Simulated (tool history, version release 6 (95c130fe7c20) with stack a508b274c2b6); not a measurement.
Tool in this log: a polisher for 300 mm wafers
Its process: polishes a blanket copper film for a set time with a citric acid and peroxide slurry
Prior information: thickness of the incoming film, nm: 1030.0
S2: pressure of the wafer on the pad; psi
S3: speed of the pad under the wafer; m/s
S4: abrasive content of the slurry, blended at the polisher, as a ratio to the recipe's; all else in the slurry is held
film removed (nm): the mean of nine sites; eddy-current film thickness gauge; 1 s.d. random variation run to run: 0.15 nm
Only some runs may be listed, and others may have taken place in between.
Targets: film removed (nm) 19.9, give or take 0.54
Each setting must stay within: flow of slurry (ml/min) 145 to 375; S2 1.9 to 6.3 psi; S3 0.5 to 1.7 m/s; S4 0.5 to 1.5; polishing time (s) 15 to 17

Run 1, day 0: flow of slurry (ml/min) 240, S2 4.1 psi, S3 1.1 m/s, S4 1, polishing time (s) 17. Result: film removed (nm) 57.578.
Run 2, day 0.025: flow of slurry (ml/min) 235, S2 3.5 psi, S3 0.96 m/s, S4 1, polishing time (s) 17. Result: film removed (nm) 42.996.
Run 3, day 0.258: flow of slurry (ml/min) 235, S2 3.5 psi, S3 0.96 m/s, S4 1, polishing time (s) 15. Result: film removed (nm) 37.819.
Run 4, day 0.367: flow of slurry (ml/min) 235, S2 3.5 psi, S3 0.96 m/s, S4 1, polishing time (s) 15. Result: film removed (nm) 37.887.
Run 5, day 0.471: flow of slurry (ml/min) 230, S2 3.1 psi, S3 0.92 m/s, S4 1, polishing time (s) 15. Result: film removed (nm) 32.605.
Run 6, day 0.708: flow of slurry (ml/min) 230, S2 3.1 psi, S3 0.92 m/s, S4 0.85, polishing time (s) 15. Result: film removed (nm) 31.201.
Run 7, day 1.012: flow of slurry (ml/min) 215, S2 2 psi, S3 0.72 m/s, S4 0.85, polishing time (s) 15. Result: film removed (nm) 16.36.
Run 8, day 1.146: flow of slurry (ml/min) 240, S2 2.1 psi, S3 0.72 m/s, S4 0.85, polishing time (s) 15. Result: film removed (nm) 17.504.
Run 9, day 1.275: flow of slurry (ml/min) 260, S2 2.2 psi, S3 0.72 m/s, S4 0.85, polishing time (s) 15. Result: film removed (nm) 18.165.
Run 10, day 1.479: flow of slurry (ml/min) 265, S2 2.3 psi, S3 0.72 m/s, S4 0.85, polishing time (s) 15. Result: film removed (nm) 19.047.
Run 11, day 1.692: flow of slurry (ml/min) 265, S2 2.3 psi, S3 0.72 m/s, S4 0.85, polishing time (s) 15. Result: film removed (nm) 19.024.
Run 12, day 1.833: flow of slurry (ml/min) 270, S2 2.3 psi, S3 0.72 m/s, S4 0.85, polishing time (s) 15. Result: film removed (nm) 18.664.

Pick the move, out of 5, that brings all results within their allowed miss; only one does.
Run A, day 1.975: flow of slurry (ml/min) 260, S2 1.9 psi, S3 0.74 m/s, S4 0.85, polishing time (s) 16. Result: film removed (nm) ?.
Run B, day 1.975: flow of slurry (ml/min) 300, S2 2.1 psi, S3 0.82 m/s, S4 0.55, polishing time (s) 17. Result: film removed (nm) ?.
Run C, day 1.975: flow of slurry (ml/min) 245, S2 2.1 psi, S3 0.7 m/s, S4 0.85, polishing time (s) 15. Result: film removed (nm) ?.
Run D, day 1.975: flow of slurry (ml/min) 225, S2 2 psi, S3 0.74 m/s, S4 0.85, polishing time (s) 15. Result: film removed (nm) ?.
Run E, day 1.975: flow of slurry (ml/min) 320, S2 2.1 psi, S3 0.68 m/s, S4 0.95, polishing time (s) 15. Result: film removed (nm) ?.

move  film removed (nm)
   A             17.284
   B             19.661
   C             16.832
   D             16.724
   E             17.369
A: misses by more than the last run did
B: all results in spec
C: misses by more than the last run did
D: misses by more than the last run did
E: misses by more than the last run did
B meets every target.
